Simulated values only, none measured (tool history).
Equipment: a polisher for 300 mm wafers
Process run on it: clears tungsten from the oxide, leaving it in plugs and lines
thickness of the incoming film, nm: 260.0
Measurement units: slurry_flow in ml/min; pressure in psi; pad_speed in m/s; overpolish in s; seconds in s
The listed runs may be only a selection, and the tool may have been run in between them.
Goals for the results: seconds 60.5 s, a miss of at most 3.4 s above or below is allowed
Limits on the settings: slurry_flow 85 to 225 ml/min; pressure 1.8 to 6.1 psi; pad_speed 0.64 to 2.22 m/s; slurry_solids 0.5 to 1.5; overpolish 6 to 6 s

{"run": 1, "day": 0.0, "slurry_flow": 145, "pressure": 3.9, "pad_speed": 1.42, "slurry_solids": 1, "overpolish": 6, "seconds": 42.571}
{"run": 2, "day": 0.25, "slurry_flow": 145, "pressure": 4.4, "pad_speed": 1.42, "slurry_solids": 1, "overpolish": 6, "seconds": 37.527}
{"run": 3, "day": 0.438, "slurry_flow": 160, "pressure": 4.4, "pad_speed": 1.42, "slurry_solids": 1, "overpolish": 6, "seconds": 36.831}
{"run": 4, "day": 0.658, "slurry_flow": 160, "pressure": 4.4, "pad_speed": 1.42, "slurry_solids": 1.2, "overpolish": 6, "seconds": 35.328}
{"run": 5, "day": 0.717, "slurry_flow": 160, "pressure": 4.4, "pad_speed": 1.42, "slurry_solids": 1, "overpolish": 6, "seconds": 37.503}
{"run": 6, "day": 0.767, "slurry_flow": 160, "pressure": 3.8, "pad_speed": 1.4, "slurry_solids": 1, "overpolish": 6, "seconds": 43.634}
{"run": 7, "day": 0.979, "slurry_flow": 160, "pressure": 3.4, "pad_speed": 1.38, "slurry_solids": 1, "overpolish": 6, "seconds": 48.749}
{"run": 8, "day": 1.138, "slurry_flow": 160, "pressure": 3.4, "pad_speed": 1.38, "slurry_solids": 1, "overpolish": 6, "seconds": 48.95}
{"run": 9, "day": 1.492, "slurry_flow": 160, "pressure": 3.2, "pad_speed": 1.38, "slurry_solids": 1, "overpolish": 6, "seconds": 52.075}
{"run": 10, "day": 1.708, "slurry_flow": 160, "pressure": 3, "pad_speed": 1.38, "slurry_solids": 1, "overpolish": 6, "seconds": 56.558}

Exercise: of the 4 proposed moves below, exactly one satisfies all targets within the stated allowed misses. Which move is it?
{"run": "A", "day": 1.925, "slurry_flow": 170, "pressure": 2.7, "pad_speed": 1.58, "slurry_solids": 1.1, "overpolish": 6, "seconds": "?"}
{"run": "B", "day": 1.925, "slurry_flow": 165, "pressure": 3, "pad_speed": 1.48, "slurry_solids": 1.05, "overpolish": 6, "seconds": "?"}
{"run": "C", "day": 1.925, "slurry_flow": 185, "pressure": 2.6, "pad_speed": 1.8, "slurry_solids": 1, "overpolish": 6, "seconds": "?"}
{"run": "D", "day": 1.925, "slurry_flow": 110, "pressure": 3.6, "pad_speed": 1.12, "slurry_solids": 1.1, "overpolish": 6, "seconds": "?"}

move=A seconds=50.416
move=B seconds=49.377
move=C seconds=46.534
move=D seconds=58.429
A: lands further from the targets than the last run did
B: lands further from the targets than the last run did
C: lands further from the targets than the last run did
D: in spec on every target
So the answer is move D, the one that meets all the targets.
